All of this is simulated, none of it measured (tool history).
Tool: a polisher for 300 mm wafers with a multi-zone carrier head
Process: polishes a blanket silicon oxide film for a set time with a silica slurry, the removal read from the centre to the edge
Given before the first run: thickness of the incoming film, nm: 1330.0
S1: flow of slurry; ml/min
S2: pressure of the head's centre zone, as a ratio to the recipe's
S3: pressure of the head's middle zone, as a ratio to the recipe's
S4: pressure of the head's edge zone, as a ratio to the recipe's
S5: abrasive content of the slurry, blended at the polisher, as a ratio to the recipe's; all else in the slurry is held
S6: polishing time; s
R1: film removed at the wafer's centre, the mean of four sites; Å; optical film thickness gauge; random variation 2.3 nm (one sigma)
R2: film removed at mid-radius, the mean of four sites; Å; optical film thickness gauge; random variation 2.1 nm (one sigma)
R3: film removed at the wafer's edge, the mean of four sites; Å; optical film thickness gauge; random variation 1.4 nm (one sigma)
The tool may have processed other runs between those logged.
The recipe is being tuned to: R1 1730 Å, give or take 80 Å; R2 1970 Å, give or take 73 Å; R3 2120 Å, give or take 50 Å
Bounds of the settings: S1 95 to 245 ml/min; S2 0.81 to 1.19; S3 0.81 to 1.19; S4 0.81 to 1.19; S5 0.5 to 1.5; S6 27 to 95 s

run  hour   S1    S2    S3    S4    S5  S6      R1      R2      R3
  1     0  155     1     1     1     1  61  2838.6  2671.3  2769.5
  2   2.1  145  0.96  0.99     1   0.9  61  2462.7  2561.4  2616.8
  3   8.1  115  0.96  0.99     1   0.9  61  2353.2  2375.2  2529.9
  4  10.8  110  0.94  0.97  0.98  0.85  61  2231.6  2298.8  2408.9
  5  12.4  110  0.94  0.97  0.94  0.85  61  2237.9  2291.7  2349.1
  6  20.9  105  0.92  0.95  0.94   0.8  61  2042.4  2147.4    2263
  7    27  105   0.9  0.94  0.93   0.8  61  2038.1  2107.9    2277
  8    35  105  0.88  0.94  0.92   0.8  61  1965.9  2145.4  2264.4
  9  38.4  105  0.87  0.93  0.91   0.8  61  1905.7    2093  2276.1
 10  46.8  105  0.86  0.93   0.9   0.8  61  1878.6  2115.2  2202.3
 11  50.4  105  0.85  0.92  0.89   0.8  61  1922.6  2097.3  2197.6

Of the 5 settings listed for the next run, only one would bring every result within its allowed miss of target. Which one?
  A    54  135  0.82  0.92  0.97   0.8  54   ?   ?   ?
  B    54  105  0.81  0.89  0.81  0.65  65   ?   ?   ?
  C    54   95  0.81  0.98  0.94   0.8  61   ?   ?   ?
  D    54  100  0.81  0.96  0.85  0.95  55   ?   ?   ?
  E    54  110  0.86  0.93  0.88  0.85  59   ?   ?   ?

move      R1      R2      R3
   A  1780.2    1924  2137.5
   B  1758.4  1888.3  2022.9
   C  1796.8  2098.3  2236.3
   D  1797.7  2059.2  2122.6
   E  1995.3  2087.1  2227.7
A: all results in spec
B: gets the furthest-off result to its target, but another result is out of tolerance
C: gets the furthest-off result to its target, but another result is out of tolerance
D: gets the furthest-off result to its target, but another result is out of tolerance
E: misses by more than the last run did
Answer: A
